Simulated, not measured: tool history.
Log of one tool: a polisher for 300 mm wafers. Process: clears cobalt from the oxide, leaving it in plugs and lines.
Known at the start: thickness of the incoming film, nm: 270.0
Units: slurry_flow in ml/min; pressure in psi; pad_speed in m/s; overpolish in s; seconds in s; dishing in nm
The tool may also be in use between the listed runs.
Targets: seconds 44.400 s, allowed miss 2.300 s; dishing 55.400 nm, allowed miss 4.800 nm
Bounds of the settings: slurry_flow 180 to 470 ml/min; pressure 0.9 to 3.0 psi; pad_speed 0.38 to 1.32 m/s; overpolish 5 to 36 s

run	hour	slurry_flow	pressure	pad_speed	overpolish	seconds	dishing
1	0.0	300	1.9	0.84	18	62.071	50.066
2	7.7	365	1.9	0.84	18	60.245	49.106
3	11.0	365	2.0	0.84	18	57.295	53.036
4	12.5	365	2.0	0.84	26	57.128	59.678
5	13.9	365	1.7	0.84	26	66.026	56.643
6	20.6	365	1.7	0.84	20	65.138	49.196
7	22.3	370	1.9	0.84	19	57.763	52.749
8	29.5	380	2.0	0.84	18	57.358	50.173
9	30.3	380	2.1	0.84	18	52.855	53.574
10	39.1	385	2.2	0.84	17	50.321	53.904
11	47.5	390	2.3	0.84	16	49.839	52.229
12	51.7	390	2.4	0.84	16	47.652	54.225

Which of these 4 next moves meets every target?
A	55.9	360	2.5	0.76	21	?	?
B	55.9	425	2.0	0.84	22	?	?
C	55.9	445	2.7	0.78	16	?	?
D	55.9	380	2.4	0.76	21	?	?

move	seconds	dishing
A	50.572	57.277
B	56.361	56.007
C	45.057	53.735
D	52.408	56.534
A: further off than the last run
B: further off than the last run
C: meets every target
D: further off than the last run
Answer: C

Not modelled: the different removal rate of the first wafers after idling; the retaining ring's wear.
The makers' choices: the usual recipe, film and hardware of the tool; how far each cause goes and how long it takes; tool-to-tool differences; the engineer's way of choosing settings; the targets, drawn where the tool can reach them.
